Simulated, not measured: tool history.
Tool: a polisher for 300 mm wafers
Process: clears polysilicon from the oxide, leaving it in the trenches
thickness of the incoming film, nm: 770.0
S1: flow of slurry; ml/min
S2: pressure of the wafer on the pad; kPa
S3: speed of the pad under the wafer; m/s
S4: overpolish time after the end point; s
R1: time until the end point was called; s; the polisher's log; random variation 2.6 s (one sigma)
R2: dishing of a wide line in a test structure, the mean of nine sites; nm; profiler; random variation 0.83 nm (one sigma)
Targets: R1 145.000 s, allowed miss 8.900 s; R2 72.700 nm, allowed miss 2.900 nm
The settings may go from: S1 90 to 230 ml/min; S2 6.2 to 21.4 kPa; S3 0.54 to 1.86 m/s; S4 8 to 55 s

Run 1, hour 0.0: S1 150 ml/min, S2 13.8 kPa, S3 1.18 m/s, S4 28 s. Result: R1 64.029 s, R2 79.588 nm.
Run 2, hour 3.0: S1 140 ml/min, S2 13.8 kPa, S3 1.18 m/s, S4 28 s. Result: R1 65.607 s, R2 80.524 nm.
Run 3, hour 9.2: S1 140 ml/min, S2 11.0 kPa, S3 1.18 m/s, S4 28 s. Result: R1 80.404 s, R2 79.451 nm.
Run 4, hour 17.8: S1 140 ml/min, S2 11.0 kPa, S3 1.18 m/s, S4 38 s. Result: R1 80.187 s, R2 78.356 nm.
At hour 26.7: worn pad replaced by a new one.
Run 5, hour 26.7: S1 150 ml/min, S2 9.7 kPa, S3 1.08 m/s, S4 43 s. Result: R1 93.379 s, R2 79.912 nm.
Run 6, hour 34.7: S1 130 ml/min, S2 8.3 kPa, S3 1.06 m/s, S4 32 s. Result: R1 107.860 s, R2 75.093 nm.
Run 7, hour 36.7: S1 125 ml/min, S2 6.2 kPa, S3 0.86 m/s, S4 30 s. Result: R1 171.690 s, R2 65.583 nm.
Run 8, hour 44.7: S1 130 ml/min, S2 6.2 kPa, S3 0.88 m/s, S4 36 s. Result: R1 164.530 s, R2 69.144 nm.

4 next moves are on the table. One of them brings every result within its allowed miss. Which?
Run A, hour 52.7: S1 125 ml/min, S2 6.2 kPa, S3 0.80 m/s, S4 35 s. Result: R1 ?, R2 ?.
Run B, hour 52.7: S1 175 ml/min, S2 8.3 kPa, S3 0.88 m/s, S4 31 s. Result: R1 ?, R2 ?.
Run C, hour 52.7: S1 135 ml/min, S2 6.2 kPa, S3 0.74 m/s, S4 48 s. Result: R1 ?, R2 ?.
Run D, hour 52.7: S1 125 ml/min, S2 6.9 kPa, S3 0.92 m/s, S4 37 s. Result: R1 ?, R2 ?.

move       R1      R2
   A  180.860  67.960
   B  122.490  73.742
   C  192.360  73.479
   D  144.670  73.934
A: further off than the last run
B: takes the result that was furthest off past its target
C: further off than the last run
D: meets every target
Answer: D

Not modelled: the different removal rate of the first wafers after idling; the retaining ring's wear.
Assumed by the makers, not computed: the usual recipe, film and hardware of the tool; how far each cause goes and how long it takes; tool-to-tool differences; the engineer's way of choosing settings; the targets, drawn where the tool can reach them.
